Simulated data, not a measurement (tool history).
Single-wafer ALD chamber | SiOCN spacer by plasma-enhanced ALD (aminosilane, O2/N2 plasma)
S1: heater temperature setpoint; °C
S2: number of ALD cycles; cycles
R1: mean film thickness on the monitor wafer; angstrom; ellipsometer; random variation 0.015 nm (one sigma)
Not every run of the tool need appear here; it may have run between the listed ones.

{"run": 1, "hour": 0.0, "S1": 380, "S2": 44, "R1": 28.14}
{"run": 2, "hour": 4.5, "S1": 380, "S2": 46, "R1": 29.488}
{"run": 3, "hour": 11.2, "S1": 380, "S2": 48, "R1": 30.749}
{"run": 4, "hour": 12.8, "S1": 380, "S2": 42, "R1": 26.915}
{"run": 5, "hour": 17.5, "S1": 380, "S2": 48, "R1": 30.928}
{"run": 6, "hour": 24.2, "S1": 380, "S2": 49, "R1": 31.637}
{"hour": 27.9, "done": "thermocouple changed; heater temperature recalibrated"}
{"run": 7, "hour": 27.9, "S1": 380, "S2": 50, "R1": 32.112}

Run 8 is up next; what results do you expect?
{"run": 8, "hour": 30.2, "S1": 380, "S2": 51, "R1": "?"}

{"run 8": {"R1": 32.514}}

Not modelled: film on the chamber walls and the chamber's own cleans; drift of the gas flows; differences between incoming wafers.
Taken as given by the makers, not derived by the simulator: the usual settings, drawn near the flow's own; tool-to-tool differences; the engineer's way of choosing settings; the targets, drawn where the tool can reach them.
